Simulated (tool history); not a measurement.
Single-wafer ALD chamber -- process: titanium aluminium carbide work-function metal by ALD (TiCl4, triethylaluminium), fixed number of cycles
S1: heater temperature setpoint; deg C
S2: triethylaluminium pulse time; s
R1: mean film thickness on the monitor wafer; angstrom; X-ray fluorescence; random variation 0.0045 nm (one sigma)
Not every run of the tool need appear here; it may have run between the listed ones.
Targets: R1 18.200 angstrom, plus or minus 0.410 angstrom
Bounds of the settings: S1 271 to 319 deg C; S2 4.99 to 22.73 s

Run 1, hour 0.0: S1 295 deg C, S2 13.86 s. Result: R1 20.136 angstrom.
Run 2, hour 4.2: S1 295 deg C, S2 11.19 s. Result: R1 19.931 angstrom.
Run 3, hour 6.6: S1 295 deg C, S2 12.81 s. Result: R1 20.036 angstrom.
Run 4, hour 8.3: S1 295 deg C, S2 9.53 s. Result: R1 19.699 angstrom.
Run 5, hour 13.9: S1 300 deg C, S2 9.53 s. Result: R1 20.238 angstrom.
Run 6, hour 22.7: S1 295 deg C, S2 8.96 s. Result: R1 19.707 angstrom.
Run 7, hour 26.3: S1 291 deg C, S2 8.51 s. Result: R1 19.185 angstrom.
Run 8, hour 33.1: S1 289 deg C, S2 8.25 s. Result: R1 18.933 angstrom.
Run 9, hour 41.4: S1 287 deg C, S2 8.07 s. Result: R1 18.707 angstrom.

Next run, 5 choices. One meets every target within its allowed miss, the rest don't. Which?
Run A, hour 49.7: S1 290 deg C, S2 10.20 s. Result: R1 ?.
Run B, hour 49.7: S1 291 deg C, S2 7.56 s. Result: R1 ?.
Run C, hour 49.7: S1 286 deg C, S2 6.29 s. Result: R1 ?.
Run D, hour 49.7: S1 292 deg C, S2 10.02 s. Result: R1 ?.
Run E, hour 49.7: S1 279 deg C, S2 4.99 s. Result: R1 ?.

move      R1
   A  19.354
   B  18.986
   C  18.137
   D  19.530
   E  16.966
A: moves away from the targets compared with the last run
B: moves away from the targets compared with the last run
C: hits every target within its allowed miss
D: moves away from the targets compared with the last run
E: takes the biggest miss from the last run beyond its target
Move C is the one to make.

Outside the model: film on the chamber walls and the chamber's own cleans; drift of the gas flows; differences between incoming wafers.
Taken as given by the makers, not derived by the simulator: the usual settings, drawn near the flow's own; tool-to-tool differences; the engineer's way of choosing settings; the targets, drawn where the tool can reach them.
